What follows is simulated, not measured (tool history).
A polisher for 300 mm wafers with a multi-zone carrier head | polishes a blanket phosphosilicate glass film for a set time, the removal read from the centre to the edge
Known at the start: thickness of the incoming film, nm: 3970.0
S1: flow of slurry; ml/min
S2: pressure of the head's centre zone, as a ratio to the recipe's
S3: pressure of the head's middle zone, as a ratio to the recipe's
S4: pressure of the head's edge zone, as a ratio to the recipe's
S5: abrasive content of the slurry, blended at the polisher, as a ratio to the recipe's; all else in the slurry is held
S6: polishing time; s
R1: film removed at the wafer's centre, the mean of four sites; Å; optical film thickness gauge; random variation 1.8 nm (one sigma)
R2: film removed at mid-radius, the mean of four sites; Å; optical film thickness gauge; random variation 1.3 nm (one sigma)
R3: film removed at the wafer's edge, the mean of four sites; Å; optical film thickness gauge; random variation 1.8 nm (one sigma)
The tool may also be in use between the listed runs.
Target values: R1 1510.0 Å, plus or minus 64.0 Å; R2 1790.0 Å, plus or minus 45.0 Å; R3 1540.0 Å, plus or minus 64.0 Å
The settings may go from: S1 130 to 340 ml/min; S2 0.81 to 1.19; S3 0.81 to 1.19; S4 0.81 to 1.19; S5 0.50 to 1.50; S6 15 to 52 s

Run 1, hour 0.0: S1 220 ml/min, S2 1.00, S3 1.00, S4 1.00, S5 1.00, S6 33 s. Result: R1 1564.9 Å, R2 1531.5 Å, R3 1536.8 Å.
Run 2, hour 5.8: S1 220 ml/min, S2 1.00, S3 1.00, S4 0.93, S5 1.00, S6 33 s. Result: R1 1571.9 Å, R2 1557.5 Å, R3 1474.4 Å.
Run 3, hour 8.2: S1 220 ml/min, S2 1.00, S3 1.00, S4 0.93, S5 0.90, S6 33 s. Result: R1 1519.2 Å, R2 1470.1 Å, R3 1392.8 Å.
Run 4, hour 12.3: S1 220 ml/min, S2 1.00, S3 1.00, S4 1.01, S5 0.90, S6 33 s. Result: R1 1501.6 Å, R2 1482.6 Å, R3 1472.3 Å.
Run 5, hour 19.0: S1 220 ml/min, S2 1.00, S3 1.00, S4 1.01, S5 0.75, S6 33 s. Result: R1 1339.4 Å, R2 1344.3 Å, R3 1310.3 Å.
Run 6, hour 24.1: S1 230 ml/min, S2 1.00, S3 1.04, S4 1.02, S5 0.80, S6 33 s. Result: R1 1407.8 Å, R2 1452.2 Å, R3 1354.7 Å.
Run 7, hour 24.6: S1 235 ml/min, S2 0.99, S3 1.07, S4 1.04, S5 0.85, S6 33 s. Result: R1 1451.0 Å, R2 1532.6 Å, R3 1451.6 Å.
Run 8, hour 29.4: S1 245 ml/min, S2 0.98, S3 1.10, S4 1.04, S5 0.85, S6 33 s. Result: R1 1428.2 Å, R2 1588.0 Å, R3 1431.7 Å.
Run 9, hour 30.4: S1 250 ml/min, S2 0.98, S3 1.12, S4 1.05, S5 0.85, S6 33 s. Result: R1 1436.5 Å, R2 1593.8 Å, R3 1434.4 Å.
Run 10, hour 37.7: S1 255 ml/min, S2 0.98, S3 1.13, S4 1.05, S5 0.85, S6 33 s. Result: R1 1487.8 Å, R2 1611.4 Å, R3 1477.5 Å.
Run 11, hour 43.6: S1 255 ml/min, S2 0.97, S3 1.14, S4 1.04, S5 0.85, S6 33 s. Result: R1 1412.7 Å, R2 1625.3 Å, R3 1441.0 Å.
Run 12, hour 47.7: S1 260 ml/min, S2 0.97, S3 1.15, S4 1.04, S5 0.85, S6 33 s. Result: R1 1434.3 Å, R2 1642.4 Å, R3 1485.4 Å.
Run 13, hour 50.8: S1 255 ml/min, S2 0.97, S3 1.16, S4 1.03, S5 0.85, S6 33 s. Result: R1 1426.7 Å, R2 1642.8 Å, R3 1410.5 Å.
Run 14, hour 58.8: S1 265 ml/min, S2 0.97, S3 1.17, S4 1.03, S5 0.85, S6 33 s. Result: R1 1461.1 Å, R2 1693.7 Å, R3 1424.6 Å.
Run 15, hour 61.5: S1 275 ml/min, S2 0.97, S3 1.17, S4 1.04, S5 0.85, S6 33 s. Result: R1 1474.3 Å, R2 1681.3 Å, R3 1480.3 Å.

4 candidate next runs follow, results not yet known. Just one meets every target within its allowed miss. Identify it.
Run A, hour 64.2: S1 330 ml/min, S2 1.03, S3 1.01, S4 1.18, S5 1.10, S6 29 s. Result: R1 ?, R2 ?, R3 ?.
Run B, hour 64.2: S1 245 ml/min, S2 0.98, S3 1.19, S4 1.11, S5 0.90, S6 32 s. Result: R1 ?, R2 ?, R3 ?.
Run C, hour 64.2: S1 300 ml/min, S2 1.04, S3 1.07, S4 1.09, S5 0.80, S6 35 s. Result: R1 ?, R2 ?, R3 ?.
Run D, hour 64.2: S1 185 ml/min, S2 0.98, S3 1.19, S4 1.05, S5 0.65, S6 43 s. Result: R1 ?, R2 ?, R3 ?.

move      R1      R2      R3
   A  1525.6  1498.4  1603.7
   B  1401.9  1670.3  1512.7
   C  1565.6  1600.3  1567.7
   D  1487.7  1781.6  1586.0
A: moves away from the targets compared with the last run
B: moves away from the targets compared with the last run
C: moves away from the targets compared with the last run
D: all results in spec
Move D is the one to make.

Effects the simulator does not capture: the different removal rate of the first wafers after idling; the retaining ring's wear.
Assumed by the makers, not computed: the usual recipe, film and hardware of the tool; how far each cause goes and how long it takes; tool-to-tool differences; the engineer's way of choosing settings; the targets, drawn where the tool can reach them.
